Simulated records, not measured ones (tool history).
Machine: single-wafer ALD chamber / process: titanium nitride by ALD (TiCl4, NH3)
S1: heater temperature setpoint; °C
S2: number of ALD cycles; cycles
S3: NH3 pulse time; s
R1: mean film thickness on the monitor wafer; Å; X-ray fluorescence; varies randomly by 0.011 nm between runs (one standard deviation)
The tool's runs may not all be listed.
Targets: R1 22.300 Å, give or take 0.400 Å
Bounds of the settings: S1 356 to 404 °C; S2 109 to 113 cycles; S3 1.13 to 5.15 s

run,day,S1,S2,S3,R1
1,0.000,380,109,3.14,24.865
2,0.179,372,109,2.49,24.113
3,0.492,367,109,2.05,23.546
4,0.850,367,109,2.05,23.807
5,1.062,367,109,2.78,24.228
6,1.438,362,109,2.78,24.084
7,1.529,360,109,2.25,23.448
8,1.608,359,109,1.89,22.871
9,1.892,359,109,1.89,22.959

Of the 5 settings listed for the next run, only one would bring every result within its allowed miss of target. Which one?
A,2.175,356,113,1.13,?
B,2.175,360,109,1.25,?
C,2.175,360,113,1.58,?
D,2.175,365,109,1.43,?
E,2.175,362,110,1.15,?

move,R1
A,21.402
B,21.532
C,23.291
D,22.470
E,21.500
A: carries the result that was furthest off beyond its target, to the other side
B: carries the result that was furthest off beyond its target, to the other side
C: lands further from the targets than the last run did
D: all results land within tolerance of their targets
E: carries the result that was furthest off beyond its target, to the other side
D is the move that brings every result within its allowed miss.

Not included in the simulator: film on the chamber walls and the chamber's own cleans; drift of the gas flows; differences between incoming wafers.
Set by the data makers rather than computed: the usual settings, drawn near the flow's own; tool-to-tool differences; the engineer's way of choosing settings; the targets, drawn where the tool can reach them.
